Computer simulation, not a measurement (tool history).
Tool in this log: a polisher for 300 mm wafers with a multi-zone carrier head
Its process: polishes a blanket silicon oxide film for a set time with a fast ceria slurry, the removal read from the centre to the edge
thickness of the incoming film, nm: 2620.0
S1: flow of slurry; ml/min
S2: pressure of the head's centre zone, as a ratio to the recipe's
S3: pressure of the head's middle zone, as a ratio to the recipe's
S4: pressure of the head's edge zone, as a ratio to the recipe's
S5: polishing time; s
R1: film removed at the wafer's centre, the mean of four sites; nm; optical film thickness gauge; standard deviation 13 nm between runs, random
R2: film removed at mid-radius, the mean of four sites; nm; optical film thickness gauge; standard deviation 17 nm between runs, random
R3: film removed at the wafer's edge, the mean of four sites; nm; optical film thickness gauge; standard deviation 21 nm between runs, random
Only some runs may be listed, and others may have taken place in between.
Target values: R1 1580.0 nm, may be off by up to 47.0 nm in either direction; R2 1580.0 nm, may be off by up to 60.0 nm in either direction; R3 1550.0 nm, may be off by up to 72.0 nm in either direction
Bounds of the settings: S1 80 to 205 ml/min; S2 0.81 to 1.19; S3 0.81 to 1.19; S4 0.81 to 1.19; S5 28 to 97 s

run	hour	S1	S2	S3	S4	S5	R1	R2	R3
1	0.0	135	1.00	1.00	1.00	62	1108.9	1099.3	1119.9
2	5.6	135	1.00	0.94	1.00	62	1094.6	1060.6	1140.7
3	7.3	140	1.01	0.97	1.02	66	1183.4	1142.7	1181.9
4	15.8	140	1.01	0.97	1.09	66	1194.6	1165.1	1275.8
5	21.5	140	0.98	0.97	1.09	66	1147.9	1136.6	1217.8
6	30.1	135	1.01	1.01	1.11	68	1218.3	1221.4	1273.7
7	36.6	140	1.02	1.03	1.12	70	1265.4	1280.4	1358.1
8	42.2	150	1.05	1.06	1.11	71	1335.5	1328.9	1337.7
9	43.1	150	1.06	1.07	1.12	73	1365.3	1422.5	1386.2
10	45.1	150	1.06	1.07	1.12	73	1376.7	1399.8	1407.7
11	52.9	155	1.08	1.08	1.13	74	1444.6	1428.1	1394.1
12	54.4	155	1.08	1.08	1.14	75	1426.6	1458.4	1454.2
13	55.3	160	1.09	1.09	1.14	76	1488.9	1499.9	1482.4
14	60.3	165	1.09	1.09	1.14	76	1469.5	1497.5	1493.4
15	63.5	165	1.10	1.10	1.14	76	1495.0	1540.6	1476.2

Of the 4 settings listed for the next run, only one would bring every result within its allowed miss of target. Which one?
A	66.7	145	1.14	1.11	1.15	80	?	?	?
B	66.7	205	1.18	1.18	0.98	77	?	?	?
C	66.7	135	0.95	0.92	1.19	86	?	?	?
D	66.7	185	1.15	1.05	1.18	76	?	?	?

move	R1	R2	R3
A	1580.9	1579.8	1557.2
B	1645.5	1677.5	1429.3
C	1461.6	1435.3	1696.1
D	1568.0	1478.7	1536.4
A: hits every target within its allowed miss
B: the result that was furthest off in the last run now lies on the other side of its target
C: lands further from the targets than the last run did
D: the furthest-off result lands on target, but another misses its tolerance
A meets every target.

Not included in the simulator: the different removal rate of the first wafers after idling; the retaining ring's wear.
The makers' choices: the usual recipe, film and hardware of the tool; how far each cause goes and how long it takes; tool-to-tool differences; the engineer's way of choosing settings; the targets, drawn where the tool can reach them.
